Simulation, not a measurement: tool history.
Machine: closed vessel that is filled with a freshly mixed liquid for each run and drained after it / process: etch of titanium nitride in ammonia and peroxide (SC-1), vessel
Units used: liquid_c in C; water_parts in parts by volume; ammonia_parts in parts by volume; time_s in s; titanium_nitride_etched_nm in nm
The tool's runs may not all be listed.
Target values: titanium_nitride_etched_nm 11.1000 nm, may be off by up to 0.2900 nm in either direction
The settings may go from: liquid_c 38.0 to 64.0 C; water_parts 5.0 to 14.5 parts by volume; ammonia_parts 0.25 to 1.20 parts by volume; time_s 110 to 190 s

Run 1, day 0.000: liquid_c 48.0 C, water_parts 8.0 parts by volume, ammonia_parts 0.95 parts by volume, time_s 190 s. Result: titanium_nitride_etched_nm 6.4168 nm.
Run 2, day 0.267: liquid_c 48.0 C, water_parts 6.0 parts by volume, ammonia_parts 0.95 parts by volume, time_s 190 s. Result: titanium_nitride_etched_nm 7.2966 nm.
Run 3, day 0.558: liquid_c 48.0 C, water_parts 7.5 parts by volume, ammonia_parts 0.95 parts by volume, time_s 190 s. Result: titanium_nitride_etched_nm 6.6424 nm.
Run 4, day 0.904: liquid_c 48.0 C, water_parts 7.5 parts by volume, ammonia_parts 1.10 parts by volume, time_s 190 s. Result: titanium_nitride_etched_nm 6.7060 nm.
Run 5, day 1.275: liquid_c 49.5 C, water_parts 7.5 parts by volume, ammonia_parts 1.10 parts by volume, time_s 190 s. Result: titanium_nitride_etched_nm 7.4713 nm.
Run 6, day 1.358: liquid_c 56.5 C, water_parts 7.5 parts by volume, ammonia_parts 1.10 parts by volume, time_s 190 s. Result: titanium_nitride_etched_nm 12.0570 nm.
Run 7, day 1.629: liquid_c 56.5 C, water_parts 7.5 parts by volume, ammonia_parts 1.10 parts by volume, time_s 190 s. Result: titanium_nitride_etched_nm 12.1990 nm.
Run 8, day 1.883: liquid_c 56.0 C, water_parts 7.5 parts by volume, ammonia_parts 1.10 parts by volume, time_s 190 s. Result: titanium_nitride_etched_nm 11.7100 nm.

Next run, 5 choices. One meets every target within its allowed miss, the rest don't. Which?
Run A, day 2.138: liquid_c 51.5 C, water_parts 5.0 parts by volume, ammonia_parts 1.10 parts by volume, time_s 190 s. Result: titanium_nitride_etched_nm ?.
Run B, day 2.138: liquid_c 58.0 C, water_parts 9.0 parts by volume, ammonia_parts 1.00 parts by volume, time_s 190 s. Result: titanium_nitride_etched_nm ?.
Run C, day 2.138: liquid_c 53.5 C, water_parts 6.0 parts by volume, ammonia_parts 1.15 parts by volume, time_s 190 s. Result: titanium_nitride_etched_nm ?.
Run D, day 2.138: liquid_c 54.0 C, water_parts 5.5 parts by volume, ammonia_parts 1.20 parts by volume, time_s 190 s. Result: titanium_nitride_etched_nm ?.
Run E, day 2.138: liquid_c 58.5 C, water_parts 8.5 parts by volume, ammonia_parts 1.20 parts by volume, time_s 185 s. Result: titanium_nitride_etched_nm ?.

move  titanium_nitride_etched_nm
   A                     10.3160
   B                     12.1240
   C                     11.0020
   D                     11.8810
   E                     12.8710
A: carries the result that was furthest off beyond its target, to the other side
B: lands further from the targets than the last run did
C: each result inside its tolerance
D: lands further from the targets than the last run did
E: lands further from the targets than the last run did
Correct choice: C, which meets every target

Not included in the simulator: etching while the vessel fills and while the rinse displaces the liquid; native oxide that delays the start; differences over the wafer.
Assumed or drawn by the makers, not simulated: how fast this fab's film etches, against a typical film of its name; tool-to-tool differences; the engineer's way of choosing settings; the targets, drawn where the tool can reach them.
